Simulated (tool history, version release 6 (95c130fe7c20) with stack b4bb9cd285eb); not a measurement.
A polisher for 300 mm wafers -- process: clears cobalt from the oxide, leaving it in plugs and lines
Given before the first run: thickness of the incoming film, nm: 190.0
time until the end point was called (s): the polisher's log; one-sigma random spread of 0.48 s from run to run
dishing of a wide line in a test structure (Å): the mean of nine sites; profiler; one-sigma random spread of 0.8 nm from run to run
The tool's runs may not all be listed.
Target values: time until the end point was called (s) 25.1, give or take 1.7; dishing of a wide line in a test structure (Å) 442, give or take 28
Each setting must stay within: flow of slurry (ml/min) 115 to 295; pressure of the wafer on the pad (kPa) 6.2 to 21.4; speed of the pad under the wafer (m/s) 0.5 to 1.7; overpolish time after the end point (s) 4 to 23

run  hour  flow of slurry (ml/min)  pressure of the wafer on the pad (kPa)  speed of the pad under the wafer (m/s)  overpolish time after the end point (s)  time until the end point was called (s)  dishing of a wide line in a test structure (Å)
  1     0                      190                                    13.8                                     1.1                                       12                                   44.324                                          368.75
  2   2.7                      190                                    14.5                                     1.1                                       12                                   42.669                                          389.96
  3  11.7                      190                                    15.2                                    1.12                                       11                                   40.414                                          384.73
  4  13.1                      190                                    15.2                                    1.34                                       11                                   33.686                                          431.59
  5  14.3                      190                                    15.9                                    1.34                                       11                                   30.694                                          433.15
  6  16.9                      190                                    15.9                                    1.34                                       16                                   32.587                                          539.13
  7  18.8                      190                                    15.9                                    1.34                                       15                                   31.742                                          505.26
  8  19.9                      190                                    15.9                                    1.34                                       14                                   30.932                                          493.61
  9  20.7                      190                                    15.9                                    1.34                                       13                                   31.618                                          467.92
 10  26.2                      190                                    17.2                                    1.36                                       11                                   28.209                                          459.32
 11  33.6                      190                                    17.9                                    1.36                                       10                                   27.777                                          442.31

Exercise: of the 5 proposed moves below, exactly one satisfies all targets within the stated allowed misses. Which move is it?
  A    41                      175                                    19.3                                    1.42                                        9                                        ?                                               ?
  B    41                      150                                    20.7                                    1.58                                        8                                        ?                                               ?
  C    41                      215                                    21.4                                    1.38                                       11                                        ?                                               ?
  D    41                      130                                    19.3                                    1.54                                       12                                        ?                                               ?
  E    41                      170                                    16.5                                    1.44                                       10                                        ?                                               ?

move  time until the end point was called (s)  dishing of a wide line in a test structure (Å)
   A                                   25.075                                          450.08
   B                                   21.661                                          456.88
   C                                   22.679                                          522.22
   D                                   24.428                                          525.09
   E                                   28.884                                          441.35
A: every result within its allowed miss
B: the result that was furthest off in the last run now lies on the other side of its target
C: the result that was furthest off in the last run now lies on the other side of its target
D: the worst result of the last run now meets its target, but another is out of spec
E: moves away from the targets compared with the last run
So the answer is move A, the one that meets all the targets.
